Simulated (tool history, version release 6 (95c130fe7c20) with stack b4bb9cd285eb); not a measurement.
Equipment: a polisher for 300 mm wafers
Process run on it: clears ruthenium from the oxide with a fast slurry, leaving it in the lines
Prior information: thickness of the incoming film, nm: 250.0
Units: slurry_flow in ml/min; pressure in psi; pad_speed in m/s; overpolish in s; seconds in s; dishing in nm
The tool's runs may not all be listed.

Run 1, hour 0: slurry_flow 260 ml/min, pressure 2.5 psi, pad_speed 0.92 m/s, slurry_solids 1, overpolish 23 s. Result: seconds 76.75 s, dishing 48.48 nm.
Run 2, hour 8.7: slurry_flow 260 ml/min, pressure 2.1 psi, pad_speed 0.88 m/s, slurry_solids 1, overpolish 22 s. Result: seconds 93.527 s, dishing 38.662 nm.
Run 3, hour 15.6: slurry_flow 220 ml/min, pressure 2.1 psi, pad_speed 0.88 m/s, slurry_solids 1, overpolish 22 s. Result: seconds 95.728 s, dishing 37.161 nm.
Run 4, hour 22.5: slurry_flow 220 ml/min, pressure 2.1 psi, pad_speed 0.88 m/s, slurry_solids 1, overpolish 17 s. Result: seconds 96.039 s, dishing 31.352 nm.
Run 5, hour 30.6: slurry_flow 220 ml/min, pressure 1.7 psi, pad_speed 0.88 m/s, slurry_solids 1, overpolish 17 s. Result: seconds 118.33 s, dishing 26.319 nm.
Run 6, hour 35.1: slurry_flow 220 ml/min, pressure 1.6 psi, pad_speed 0.88 m/s, slurry_solids 1, overpolish 18 s. Result: seconds 125.29 s, dishing 25.595 nm.

Run 7 comes next. What will it give?
Run 7, hour 36.3: slurry_flow 215 ml/min, pressure 1.1 psi, pad_speed 0.88 m/s, slurry_solids 1, overpolish 21 s. Result: seconds ?, dishing ?.

seconds: 174.28 s
dishing: 20.757 nm

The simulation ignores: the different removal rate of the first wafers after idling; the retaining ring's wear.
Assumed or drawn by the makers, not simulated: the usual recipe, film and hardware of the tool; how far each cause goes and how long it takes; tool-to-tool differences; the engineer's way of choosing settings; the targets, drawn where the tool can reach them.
